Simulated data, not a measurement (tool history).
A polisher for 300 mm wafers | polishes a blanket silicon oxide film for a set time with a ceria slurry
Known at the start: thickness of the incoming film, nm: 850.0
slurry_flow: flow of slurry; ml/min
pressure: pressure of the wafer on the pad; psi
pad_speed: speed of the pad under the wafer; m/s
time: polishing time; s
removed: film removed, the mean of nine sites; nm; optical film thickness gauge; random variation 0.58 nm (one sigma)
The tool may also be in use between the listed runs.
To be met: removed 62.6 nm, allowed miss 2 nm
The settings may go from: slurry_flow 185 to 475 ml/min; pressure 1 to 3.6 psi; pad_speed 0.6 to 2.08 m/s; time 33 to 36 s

run 1 hour=0 | slurry_flow=305 pressure=2.3 pad_speed=1.34 time=36 | removed=131.12
run 2 hour=3.8 | slurry_flow=305 pressure=1.9 pad_speed=1.26 time=36 | removed=103.77
run 3 hour=4.7 | slurry_flow=305 pressure=1.6 pad_speed=1.2 time=36 | removed=85.504
run 4 hour=7.1 | slurry_flow=305 pressure=1.6 pad_speed=1.5 time=36 | removed=107.16
run 5 hour=9 | slurry_flow=305 pressure=1.6 pad_speed=1.5 time=33 | removed=96.389
run 6 hour=17 | slurry_flow=350 pressure=1.6 pad_speed=1.5 time=33 | removed=99.775
run 7 hour=19.2 | slurry_flow=345 pressure=1.4 pad_speed=1.42 time=33 | removed=83.149
run 8 hour=25.6 | slurry_flow=345 pressure=1.3 pad_speed=1.38 time=33 | removed=76.93
run 9 hour=34.6 | slurry_flow=340 pressure=1 pad_speed=1.26 time=33 | removed=58.328

4 next moves are on the table. One of them brings every result within its allowed miss. Which?
run A hour=43.6 | slurry_flow=355 pressure=1.7 pad_speed=0.78 time=36 | removed=?
run B hour=43.6 | slurry_flow=335 pressure=1 pad_speed=1.26 time=34 | removed=?
run C hour=43.6 | slurry_flow=340 pressure=1.2 pad_speed=1.12 time=33 | removed=?
run D hour=43.6 | slurry_flow=360 pressure=1.4 pad_speed=0.96 time=33 | removed=?

move=A removed=61.897
move=B removed=59.603
move=C removed=59.609
move=D removed=58.624
A: meets every target
B: nearer than the last run, and not there yet
C: nearer than the last run, and not there yet
D: nearer than the last run, and not there yet
Answer: A
